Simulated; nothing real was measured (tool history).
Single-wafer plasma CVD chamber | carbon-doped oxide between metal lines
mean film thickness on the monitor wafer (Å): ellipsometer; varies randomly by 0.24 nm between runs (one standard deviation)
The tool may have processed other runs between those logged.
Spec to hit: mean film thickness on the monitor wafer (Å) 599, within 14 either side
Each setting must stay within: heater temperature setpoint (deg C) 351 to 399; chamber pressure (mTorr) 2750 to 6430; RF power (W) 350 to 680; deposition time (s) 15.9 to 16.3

run  hour  heater temperature setpoint (deg C)  chamber pressure (mTorr)  RF power (W)  deposition time (s)  mean film thickness on the monitor wafer (Å)
  1     0                                  375                      4590           515                 15.9                                        719.64
  2   5.4                                  380                      4590           515                 15.9                                        711.04
  3   7.5                                  382                      4380           485                 15.9                                        674.13
  4  10.5                                  382                      4710           485                 15.9                                        689.93
  5  17.8                                  382                      4710           485                 15.9                                        685.06
  6  23.8                                  389                      4710           485                 15.9                                        678.81
  7  30.6                                  389                      4420           470                 15.9                                         653.3
  8  36.5                                  389                      4180           460                 15.9                                        636.05
  9  45.2                                  389                      4010           455                 15.9                                        629.24
 10  50.7                                  391                      3630           420                 15.9                                         583.7

Which one of the following 4 next-run settings gets every result inside its allowed miss? There is exactly one.
  A  56.2                                  388                      4180           390                 15.9                                             ?
  B  56.2                                  380                      3730           405                 16.3                                             ?
  C  56.2                                  388                      3100           410                 16.1                                             ?
  D  56.2                                  390                      3680           395                 15.9                                             ?

move  mean film thickness on the monitor wafer (Å)
   A                                         569.8
   B                                         595.4
   C                                        572.42
   D                                        559.83
A: its largest miss is bigger than the last run's
B: hits every target within its allowed miss
C: its largest miss is bigger than the last run's
D: its largest miss is bigger than the last run's
Move B is the one to make.
